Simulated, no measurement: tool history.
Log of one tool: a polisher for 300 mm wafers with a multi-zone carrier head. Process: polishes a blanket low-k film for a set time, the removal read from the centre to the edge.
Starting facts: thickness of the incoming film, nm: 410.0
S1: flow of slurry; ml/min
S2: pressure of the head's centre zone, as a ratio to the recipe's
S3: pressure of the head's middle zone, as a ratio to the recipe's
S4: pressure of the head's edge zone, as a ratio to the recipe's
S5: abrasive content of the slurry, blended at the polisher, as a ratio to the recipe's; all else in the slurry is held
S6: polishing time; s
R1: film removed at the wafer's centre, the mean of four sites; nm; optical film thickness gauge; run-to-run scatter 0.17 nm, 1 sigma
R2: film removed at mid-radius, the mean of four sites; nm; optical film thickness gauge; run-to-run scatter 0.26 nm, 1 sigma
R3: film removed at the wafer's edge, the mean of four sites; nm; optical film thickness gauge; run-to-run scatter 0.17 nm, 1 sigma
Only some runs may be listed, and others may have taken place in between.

{"run": 1, "hour": 0.0, "S1": 315, "S2": 1, "S3": 1, "S4": 1, "S5": 1, "S6": 59, "R1": 18.333, "R2": 18.341, "R3": 18.582}
{"run": 2, "hour": 7.5, "S1": 370, "S2": 1, "S3": 1, "S4": 1, "S5": 1, "S6": 59, "R1": 18.621, "R2": 19.051, "R3": 18.855}
{"run": 3, "hour": 8.5, "S1": 380, "S2": 0.97, "S3": 1.02, "S4": 1.04, "S5": 1.05, "S6": 59, "R1": 18.36, "R2": 19.538, "R3": 19.444}
{"run": 4, "hour": 13.4, "S1": 385, "S2": 0.94, "S3": 1.04, "S4": 1.07, "S5": 1.1, "S6": 59, "R1": 18.172, "R2": 20.303, "R3": 20.376}
{"run": 5, "hour": 19.4, "S1": 385, "S2": 0.94, "S3": 1.04, "S4": 1.07, "S5": 1.1, "S6": 64, "R1": 19.906, "R2": 21.928, "R3": 22.057}
{"run": 6, "hour": 24.4, "S1": 385, "S2": 0.92, "S3": 1.05, "S4": 1.08, "S5": 1.1, "S6": 64, "R1": 19.341, "R2": 22.015, "R3": 22.122}

Run 7, settings as shown, results not yet in. Your forecast:
{"run": 7, "hour": 27.9, "S1": 385, "S2": 0.91, "S3": 1.06, "S4": 1.09, "S5": 1.1, "S6": 64, "R1": "?", "R2": "?", "R3": "?"}

Run 7 measured R1 18.809 nm, R2 22.554 nm, R3 22.188 nm.
